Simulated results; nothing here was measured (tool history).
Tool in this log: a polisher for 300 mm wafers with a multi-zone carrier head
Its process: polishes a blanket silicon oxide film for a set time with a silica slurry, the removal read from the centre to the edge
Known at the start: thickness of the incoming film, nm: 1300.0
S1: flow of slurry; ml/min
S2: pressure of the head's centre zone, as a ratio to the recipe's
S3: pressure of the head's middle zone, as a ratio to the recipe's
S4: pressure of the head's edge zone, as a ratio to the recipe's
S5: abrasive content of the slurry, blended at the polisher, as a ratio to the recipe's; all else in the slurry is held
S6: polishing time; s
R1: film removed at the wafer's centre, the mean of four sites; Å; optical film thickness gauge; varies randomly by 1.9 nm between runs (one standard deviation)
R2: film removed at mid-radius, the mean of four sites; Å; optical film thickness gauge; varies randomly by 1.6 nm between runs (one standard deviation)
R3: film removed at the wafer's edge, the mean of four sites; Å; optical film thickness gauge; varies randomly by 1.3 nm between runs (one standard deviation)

run  hour   S1    S2    S3    S4    S5  S6      R1       R2       R3
  1   0.0  250  1.00  1.00  1.00  1.00  60  2191.4  2190.70  2197.10
  2   2.2  250  1.00  0.98  0.99  0.95  58  1979.9  2004.80  2019.30
  3   7.8  250  1.08  0.98  0.99  0.95  58  2183.8  1993.30  2026.50
  4  11.8  250  1.08  0.96  0.99  0.90  57  2027.6  1865.10  1918.80
  5  18.9  250  1.09  0.94  0.99  0.85  56  1958.9  1735.70  1800.00
  6  20.0  250  1.09  0.94  0.99  0.85  63  2238.1  1971.30  2026.20
  7  26.0  245  1.09  0.93  0.99  0.80  62  2155.7  1768.40  1922.90
  8  28.3  245  1.09  0.93  0.99  0.80  62  2099.5  1800.30  1924.80
  9  35.1  245  1.08  0.92  0.98  0.75  61  1932.6  1687.10  1771.50
 10  40.1  240  1.08  0.91  0.98  0.70  61  1805.3  1549.60  1697.80
 11  45.8  235  1.08  0.90  0.97  0.70  61  1807.5  1519.90  1697.90
 12  54.1  230  1.06  0.85  0.90  0.50  50  1029.9   852.51   917.91
 13  61.7  230  1.07  0.86  0.92  0.50  50  1015.5   838.62   962.84
 14  67.3  240  1.08  0.87  0.93  0.50  50  1015.2   870.65   953.41

Run 15 is up next; what results do you expect?
 15  74.5  240  1.09  0.87  0.94  0.50  50   ?   ?   ?

Run 15 produced R1 1061.5 Å, R2 868.01 Å, R3 940.96 Å.
